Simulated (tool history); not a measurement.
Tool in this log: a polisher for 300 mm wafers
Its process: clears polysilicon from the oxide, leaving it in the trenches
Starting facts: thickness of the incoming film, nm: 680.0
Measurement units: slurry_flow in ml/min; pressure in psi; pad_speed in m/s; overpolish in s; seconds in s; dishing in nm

run 1 hour=0.0 | slurry_flow=215 pressure=1.7 pad_speed=1.06 overpolish=8 | seconds=60.708 dishing=25.465
run 2 hour=2.8 | slurry_flow=215 pressure=1.8 pad_speed=1.06 overpolish=7 | seconds=56.424 dishing=25.118
run 3 hour=10.6 | slurry_flow=165 pressure=1.8 pad_speed=1.06 overpolish=7 | seconds=59.077 dishing=25.079
run 4 hour=15.8 | slurry_flow=165 pressure=2.1 pad_speed=1.06 overpolish=7 | seconds=51.993 dishing=25.964
run 5 hour=24.0 | slurry_flow=175 pressure=2.1 pad_speed=1.06 overpolish=6 | seconds=50.174 dishing=24.877
run 6 hour=29.8 | slurry_flow=185 pressure=2.1 pad_speed=1.06 overpolish=6 | seconds=50.114 dishing=24.695
run 7 hour=31.9 | slurry_flow=195 pressure=2.1 pad_speed=1.06 overpolish=6 | seconds=48.630 dishing=25.162
run 8 hour=35.7 | slurry_flow=205 pressure=2.1 pad_speed=1.06 overpolish=6 | seconds=48.765 dishing=25.513
run 9 hour=39.7 | slurry_flow=205 pressure=2.1 pad_speed=1.06 overpolish=6 | seconds=49.409 dishing=25.286

Expected results for the next run?
run 10 hour=46.9 | slurry_flow=210 pressure=2.1 pad_speed=1.06 overpolish=6 | seconds=? dishing=?

seconds: 48.319 s
dishing: 25.318 nm
